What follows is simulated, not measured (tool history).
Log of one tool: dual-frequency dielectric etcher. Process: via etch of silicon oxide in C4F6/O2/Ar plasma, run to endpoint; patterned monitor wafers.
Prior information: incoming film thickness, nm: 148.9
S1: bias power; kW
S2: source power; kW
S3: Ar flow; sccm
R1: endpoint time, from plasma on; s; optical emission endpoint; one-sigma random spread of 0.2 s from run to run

{"run": 1, "hour": 0.0, "S1": 0.439, "S2": 0.3, "S3": 282, "R1": 40.085}
{"run": 2, "hour": 3.9, "S1": 0.378, "S2": 0.3, "S3": 282, "R1": 43.36}
{"run": 3, "hour": 12.2, "S1": 0.404, "S2": 0.31, "S3": 281, "R1": 41.52}
{"run": 4, "hour": 16.4, "S1": 0.427, "S2": 0.31, "S3": 280, "R1": 40.421}
{"run": 5, "hour": 20.0, "S1": 0.447, "S2": 0.31, "S3": 279, "R1": 39.46}
{"run": 6, "hour": 23.8, "S1": 0.447, "S2": 0.31, "S3": 248, "R1": 39.066}
{"run": 7, "hour": 27.2, "S1": 0.464, "S2": 0.31, "S3": 247, "R1": 38.492}
{"run": 8, "hour": 36.2, "S1": 0.48, "S2": 0.31, "S3": 246, "R1": 37.535}
{"run": 9, "hour": 43.8, "S1": 0.493, "S2": 0.31, "S3": 245, "R1": 37.332}
{"run": 10, "hour": 52.2, "S1": 0.506, "S2": 0.31, "S3": 244, "R1": 37.033}
{"hour": 60.1, "done": "source power generator calibrated"}
{"run": 11, "hour": 60.1, "S1": 0.518, "S2": 0.31, "S3": 243, "R1": 36.206}
{"run": 12, "hour": 66.8, "S1": 0.528, "S2": 0.31, "S3": 243, "R1": 36.203}
{"run": 13, "hour": 74.2, "S1": 0.537, "S2": 0.31, "S3": 242, "R1": 35.977}
{"run": 14, "hour": 83.0, "S1": 0.545, "S2": 0.31, "S3": 241, "R1": 35.827}

What does the tool deliver on the next run?
{"run": 15, "hour": 83.6, "S1": 0.552, "S2": 0.31, "S3": 240, "R1": "?"}

{"run 15": {"R1": 34.933}}

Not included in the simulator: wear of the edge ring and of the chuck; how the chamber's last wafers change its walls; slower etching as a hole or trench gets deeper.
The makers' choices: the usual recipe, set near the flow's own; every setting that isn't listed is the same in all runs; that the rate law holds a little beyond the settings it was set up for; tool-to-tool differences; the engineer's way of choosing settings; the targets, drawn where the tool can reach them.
